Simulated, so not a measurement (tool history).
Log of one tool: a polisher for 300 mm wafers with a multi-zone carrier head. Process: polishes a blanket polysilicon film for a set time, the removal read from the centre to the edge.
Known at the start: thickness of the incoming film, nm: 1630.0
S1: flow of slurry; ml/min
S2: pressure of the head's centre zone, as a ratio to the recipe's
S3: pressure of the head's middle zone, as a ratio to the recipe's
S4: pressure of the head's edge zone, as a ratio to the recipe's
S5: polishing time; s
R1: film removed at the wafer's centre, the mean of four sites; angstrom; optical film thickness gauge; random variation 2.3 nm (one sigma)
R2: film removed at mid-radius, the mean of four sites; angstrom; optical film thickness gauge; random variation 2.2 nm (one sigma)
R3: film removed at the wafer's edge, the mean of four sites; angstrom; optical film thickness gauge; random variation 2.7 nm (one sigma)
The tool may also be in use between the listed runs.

Run 1, hour 0: S1 190 ml/min, S2 1, S3 1, S4 1, S5 43 s. Result: R1 2566.5 angstrom, R2 2627.2 angstrom, R3 2640.9 angstrom.
Run 2, hour 7.9: S1 185 ml/min, S2 0.99, S3 1, S4 0.98, S5 42 s. Result: R1 2514.2 angstrom, R2 2526.7 angstrom, R3 2514.1 angstrom.
Run 3, hour 15.5: S1 215 ml/min, S2 0.99, S3 1, S4 0.98, S5 42 s. Result: R1 2612.5 angstrom, R2 2621.8 angstrom, R3 2469.1 angstrom.
Run 4, hour 24.5: S1 215 ml/min, S2 0.99, S3 1, S4 0.98, S5 32 s. Result: R1 1903.5 angstrom, R2 1980.7 angstrom, R3 1921.8 angstrom.
Run 5, hour 33.3: S1 215 ml/min, S2 0.99, S3 0.95, S4 0.98, S5 32 s. Result: R1 1982.6 angstrom, R2 1910.4 angstrom, R3 1904.9 angstrom.
Run 6, hour 34: S1 215 ml/min, S2 0.99, S3 0.95, S4 0.91, S5 32 s. Result: R1 1938.3 angstrom, R2 1877.3 angstrom, R3 1882.3 angstrom.

Run 7 comes next. What will it give?
Run 7, hour 41.4: S1 235 ml/min, S2 0.92, S3 1.03, S4 0.98, S5 38 s. Result: R1 ?, R2 ?, R3 ?.

{"run 7": {"R1": 2219.2, "R2": 2393.9, "R3": 2314.9}}
